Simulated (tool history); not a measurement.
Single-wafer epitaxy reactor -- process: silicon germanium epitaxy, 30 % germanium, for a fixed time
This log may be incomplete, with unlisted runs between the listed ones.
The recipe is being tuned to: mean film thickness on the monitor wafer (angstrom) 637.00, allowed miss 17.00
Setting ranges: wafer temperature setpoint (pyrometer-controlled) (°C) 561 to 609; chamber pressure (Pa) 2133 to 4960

run,hour,wafer temperature setpoint (pyrometer-controlled) (°C),chamber pressure (Pa),mean film thickness on the monitor wafer (angstrom)
1,0.0,585,3546,467.22
2,8.3,588,3560,494.41
3,11.7,590,3573,518.52
4,17.9,590,3320,504.17
5,23.6,592,3333,523.19
6,29.6,594,3346,550.35
7,31.6,595,3346,556.26
8,34.4,596,3360,574.25
9,35.6,597,3360,585.34
10,39.6,598,3360,603.93
11,43.1,599,3360,611.76

Which one of the following 5 next-run settings gets every result inside its allowed miss? There is exactly one.
A,46.6,597,3506,?
B,46.6,596,3746,?
C,46.6,603,3453,?
D,46.6,599,3706,?
E,46.6,597,3146,?

move,mean film thickness on the monitor wafer (angstrom)
A,596.81
B,600.06
C,670.59
D,635.55
E,571.95
A: misses by more than the last run did
B: misses by more than the last run did
C: carries the result that was furthest off beyond its target, to the other side
D: each result inside its tolerance
E: misses by more than the last run did
So the answer is move D, the one that meets all the targets.

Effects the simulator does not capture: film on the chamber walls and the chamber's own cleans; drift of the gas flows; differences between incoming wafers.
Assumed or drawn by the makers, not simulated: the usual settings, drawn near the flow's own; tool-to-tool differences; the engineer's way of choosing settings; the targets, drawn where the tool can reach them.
